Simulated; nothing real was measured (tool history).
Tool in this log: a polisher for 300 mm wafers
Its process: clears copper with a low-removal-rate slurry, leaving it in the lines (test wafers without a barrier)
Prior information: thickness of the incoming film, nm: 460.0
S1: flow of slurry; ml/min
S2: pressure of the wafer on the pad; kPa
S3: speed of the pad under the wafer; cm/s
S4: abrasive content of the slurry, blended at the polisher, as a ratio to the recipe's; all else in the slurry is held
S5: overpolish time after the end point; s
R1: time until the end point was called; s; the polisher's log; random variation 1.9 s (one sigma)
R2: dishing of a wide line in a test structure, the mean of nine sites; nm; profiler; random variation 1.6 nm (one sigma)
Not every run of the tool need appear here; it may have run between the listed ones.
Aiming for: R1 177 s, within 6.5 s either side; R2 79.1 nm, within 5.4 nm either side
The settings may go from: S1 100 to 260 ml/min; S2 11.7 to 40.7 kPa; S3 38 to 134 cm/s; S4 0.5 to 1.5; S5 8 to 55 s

run 1 hour=0 | S1=165 S2=26.2 S3=86 S4=1 S5=28 | R1=148.38 R2=62.548
run 2 hour=3.4 | S1=165 S2=26.2 S3=76 S4=1 S5=28 | R1=164.38 R2=55.893
run 3 hour=7 | S1=160 S2=25.5 S3=76 S4=1 S5=32 | R1=168.71 R2=60.475
run 4 hour=7.7 | S1=160 S2=25.5 S3=76 S4=1 S5=38 | R1=170.44 R2=69.497
run 5 hour=14.6 | S1=160 S2=25.5 S3=66 S4=1 S5=38 | R1=192.39 R2=64.319
run 6 hour=19.1 | S1=160 S2=25.5 S3=48 S4=1 S5=38 | R1=268.17 R2=48.8
run 7 hour=21.9 | S1=165 S2=29 S3=48 S4=1 S5=39 | R1=235.41 R2=54.976
run 8 hour=23.3 | S1=165 S2=31.7 S3=48 S4=1 S5=41 | R1=216.07 R2=65.88
run 9 hour=24.6 | S1=195 S2=37.2 S3=50 S4=1 S5=40 | R1=176.39 R2=73.108

Exactly one of the 4 candidate moves below puts every result within its allowed miss. Which one?
run A hour=25.9 | S1=200 S2=36.5 S3=58 S4=0.9 S5=40 | R1=? R2=?
run B hour=25.9 | S1=150 S2=40.7 S3=50 S4=1.1 S5=34 | R1=? R2=?
run C hour=25.9 | S1=195 S2=35.9 S3=58 S4=0.75 S5=41 | R1=? R2=?
run D hour=25.9 | S1=190 S2=40 S3=48 S4=0.8 S5=43 | R1=? R2=?

move=A R1=157.64 R2=80.675
move=B R1=165.95 R2=68.578
move=C R1=164.83 R2=79.347
move=D R1=177.56 R2=78.281
A: brings the result that was furthest off to its target, and leaves another outside
B: further off than the last run
C: brings the result that was furthest off to its target, and leaves another outside
D: all results land within tolerance of their targets
The right move is D.
